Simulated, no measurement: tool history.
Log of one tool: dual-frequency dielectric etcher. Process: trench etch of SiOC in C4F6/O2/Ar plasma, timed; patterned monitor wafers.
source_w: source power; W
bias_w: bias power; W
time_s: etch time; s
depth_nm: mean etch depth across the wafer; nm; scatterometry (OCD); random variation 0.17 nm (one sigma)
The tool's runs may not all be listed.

run	hour	source_w	bias_w	time_s	depth_nm
1	0.0	260	133	19	33.272
2	8.7	250	132	19	33.055
3	11.4	250	132	19	32.978
4	17.1	240	130	19	32.152
5	22.7	260	130	19	33.018
6	27.9	260	130	20	35.252
7	32.5	250	127	20	34.125
8	40.5	240	126	20	33.767
9	47.4	230	124	20	32.713

The next listed run, before its measurement:
10	54.1	220	123	20	?

depth_nm: 32.323 nm
